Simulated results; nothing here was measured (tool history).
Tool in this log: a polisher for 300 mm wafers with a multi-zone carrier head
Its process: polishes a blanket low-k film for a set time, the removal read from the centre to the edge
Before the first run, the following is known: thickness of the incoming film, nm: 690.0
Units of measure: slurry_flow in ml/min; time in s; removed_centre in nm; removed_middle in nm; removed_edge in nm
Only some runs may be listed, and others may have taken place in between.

{"run": 1, "day": 0.0, "slurry_flow": 210, "centre_zone": 1.0, "middle_zone": 1.0, "edge_zone": 1.0, "slurry_solids": 1.0, "time": 60, "removed_centre": 26.439, "removed_middle": 26.983, "removed_edge": 26.101}
{"run": 2, "day": 0.129, "slurry_flow": 210, "centre_zone": 1.08, "middle_zone": 1.0, "edge_zone": 1.0, "slurry_solids": 1.0, "time": 60, "removed_centre": 28.529, "removed_middle": 26.81, "removed_edge": 26.284}
{"run": 3, "day": 0.375, "slurry_flow": 220, "centre_zone": 1.09, "middle_zone": 1.01, "edge_zone": 1.01, "slurry_solids": 1.0, "time": 60, "removed_centre": 28.868, "removed_middle": 27.772, "removed_edge": 26.783}
{"run": 4, "day": 0.742, "slurry_flow": 185, "centre_zone": 1.09, "middle_zone": 1.01, "edge_zone": 1.01, "slurry_solids": 1.0, "time": 60, "removed_centre": 28.352, "removed_middle": 26.794, "removed_edge": 26.074}
{"run": 5, "day": 1.112, "slurry_flow": 195, "centre_zone": 1.1, "middle_zone": 1.02, "edge_zone": 1.02, "slurry_solids": 1.0, "time": 60, "removed_centre": 29.008, "removed_middle": 26.997, "removed_edge": 26.46}
{"run": 6, "day": 1.258, "slurry_flow": 195, "centre_zone": 1.05, "middle_zone": 1.02, "edge_zone": 1.02, "slurry_solids": 1.0, "time": 60, "removed_centre": 27.31, "removed_middle": 27.715, "removed_edge": 26.584}

For run 7, what comes out?
{"run": 7, "day": 1.412, "slurry_flow": 205, "centre_zone": 1.06, "middle_zone": 1.03, "edge_zone": 1.02, "slurry_solids": 1.0, "time": 60, "removed_centre": "?", "removed_middle": "?", "removed_edge": "?"}

Logged for run 7: removed_centre 27.749 nm, removed_middle 27.871 nm, removed_edge 26.711 nm.
